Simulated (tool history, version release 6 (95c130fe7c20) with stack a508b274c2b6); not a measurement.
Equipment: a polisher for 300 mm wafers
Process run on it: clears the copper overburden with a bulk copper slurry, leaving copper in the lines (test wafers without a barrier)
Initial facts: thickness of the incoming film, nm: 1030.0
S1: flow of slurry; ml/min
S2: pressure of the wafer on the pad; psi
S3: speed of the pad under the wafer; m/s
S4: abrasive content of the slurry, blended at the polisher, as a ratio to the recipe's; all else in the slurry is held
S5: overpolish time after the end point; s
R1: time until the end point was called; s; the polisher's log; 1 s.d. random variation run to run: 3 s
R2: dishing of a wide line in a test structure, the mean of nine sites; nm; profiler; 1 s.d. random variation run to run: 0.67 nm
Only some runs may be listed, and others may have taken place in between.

{"run": 1, "hour": 0.0, "S1": 255, "S2": 2.1, "S3": 1.34, "S4": 1.0, "S5": 18, "R1": 138.54, "R2": 72.534}
{"run": 2, "hour": 5.4, "S1": 255, "S2": 2.0, "S3": 1.36, "S4": 1.0, "S5": 16, "R1": 139.7, "R2": 67.266}
{"run": 3, "hour": 9.1, "S1": 255, "S2": 2.0, "S3": 1.36, "S4": 0.9, "S5": 16, "R1": 143.95, "R2": 66.982}
{"run": 4, "hour": 12.7, "S1": 255, "S2": 1.9, "S3": 1.36, "S4": 0.95, "S5": 15, "R1": 149.45, "R2": 62.621}
{"run": 5, "hour": 21.4, "S1": 255, "S2": 1.8, "S3": 1.36, "S4": 1.0, "S5": 14, "R1": 151.9, "R2": 58.015}
{"run": 6, "hour": 29.1, "S1": 230, "S2": 1.8, "S3": 1.36, "S4": 1.0, "S5": 14, "R1": 153.7, "R2": 57.957}
{"run": 7, "hour": 35.3, "S1": 230, "S2": 1.7, "S3": 1.36, "S4": 1.0, "S5": 13, "R1": 162.75, "R2": 53.585}
{"run": 8, "hour": 39.5, "S1": 230, "S2": 1.2, "S3": 1.44, "S4": 1.0, "S5": 5, "R1": 182.87, "R2": 22.641}

Run 9 comes next. What will it give?
{"run": 9, "hour": 42.4, "S1": 230, "S2": 1.2, "S3": 1.42, "S4": 1.0, "S5": 6, "R1": "?", "R2": "?"}

{"run 9": {"R1": 190.8, "R2": 26.259}}
